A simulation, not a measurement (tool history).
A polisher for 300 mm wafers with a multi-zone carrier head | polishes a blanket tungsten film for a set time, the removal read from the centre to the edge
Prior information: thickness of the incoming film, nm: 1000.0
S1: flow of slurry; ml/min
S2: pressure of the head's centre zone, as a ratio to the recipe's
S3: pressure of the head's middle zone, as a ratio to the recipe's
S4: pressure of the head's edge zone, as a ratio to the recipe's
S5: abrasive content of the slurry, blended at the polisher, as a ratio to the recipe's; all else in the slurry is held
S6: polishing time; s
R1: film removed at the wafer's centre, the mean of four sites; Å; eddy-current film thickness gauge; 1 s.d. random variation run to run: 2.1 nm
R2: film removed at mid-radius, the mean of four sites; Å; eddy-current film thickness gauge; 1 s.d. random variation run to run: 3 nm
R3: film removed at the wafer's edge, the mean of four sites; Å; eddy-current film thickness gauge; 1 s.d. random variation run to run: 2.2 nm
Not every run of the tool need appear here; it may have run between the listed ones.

Run 1, hour 0: S1 170 ml/min, S2 1, S3 1, S4 1, S5 1, S6 63 s. Result: R1 3873.7 Å, R2 3857.6 Å, R3 3951.1 Å.
Run 2, hour 8.6: S1 170 ml/min, S2 1, S3 0.94, S4 1, S5 1, S6 63 s. Result: R1 3834.7 Å, R2 3740.8 Å, R3 3829.2 Å.
Run 3, hour 12.8: S1 170 ml/min, S2 1, S3 0.94, S4 1.03, S5 1, S6 63 s. Result: R1 3846.7 Å, R2 3659 Å, R3 3924.6 Å.
Run 4, hour 19.4: S1 170 ml/min, S2 1, S3 0.94, S4 1.03, S5 1.15, S6 63 s. Result: R1 3999.5 Å, R2 3745.7 Å, R3 4078.9 Å.
Run 5, hour 21.1: S1 165 ml/min, S2 1.03, S3 0.92, S4 1.04, S5 1.05, S6 61 s. Result: R1 3906.2 Å, R2 3562.5 Å, R3 3868.3 Å.
Run 6, hour 28.1: S1 165 ml/min, S2 1.05, S3 0.9, S4 1.06, S5 0.95, S6 58 s. Result: R1 3710.9 Å, R2 3216.9 Å, R3 3643.9 Å.
Run 7, hour 28.8: S1 125 ml/min, S2 1.08, S3 0.81, S4 0.96, S5 0.7, S6 55 s. Result: R1 3165.3 Å, R2 2510.3 Å, R3 2984.8 Å.
Run 8, hour 32.2: S1 125 ml/min, S2 1.08, S3 0.81, S4 0.96, S5 0.7, S6 55 s. Result: R1 3138 Å, R2 2506.1 Å, R3 2970.1 Å.
At hour 36.6: slurry nozzle cleaned.
Run 9, hour 36.6: S1 125 ml/min, S2 1.09, S3 0.81, S4 0.95, S5 0.7, S6 55 s. Result: R1 3373.7 Å, R2 2621.6 Å, R3 3063.3 Å.
Run 10, hour 38.6: S1 115 ml/min, S2 1.09, S3 0.81, S4 0.91, S5 0.5, S6 53 s. Result: R1 2993.4 Å, R2 2333.1 Å, R3 2709.6 Å.
Run 11, hour 40.6: S1 115 ml/min, S2 1.09, S3 0.81, S4 0.91, S5 0.5, S6 53 s. Result: R1 2952.5 Å, R2 2340.8 Å, R3 2671.4 Å.
Run 12, hour 43.5: S1 120 ml/min, S2 1.09, S3 0.81, S4 0.92, S5 0.5, S6 53 s. Result: R1 2988.7 Å, R2 2295.9 Å, R3 2673.4 Å.
Run 13, hour 45.4: S1 125 ml/min, S2 1.09, S3 0.82, S4 0.93, S5 0.5, S6 53 s. Result: R1 3037.9 Å, R2 2434.8 Å, R3 2746.1 Å.

The next listed run, before its measurement:
Run 14, hour 50.8: S1 135 ml/min, S2 1.13, S3 0.81, S4 0.97, S5 0.5, S6 52 s. Result: R1 ?, R2 ?, R3 ?.

R1: 3075.3 Å
R2: 2386.1 Å
R3: 2772.3 Å

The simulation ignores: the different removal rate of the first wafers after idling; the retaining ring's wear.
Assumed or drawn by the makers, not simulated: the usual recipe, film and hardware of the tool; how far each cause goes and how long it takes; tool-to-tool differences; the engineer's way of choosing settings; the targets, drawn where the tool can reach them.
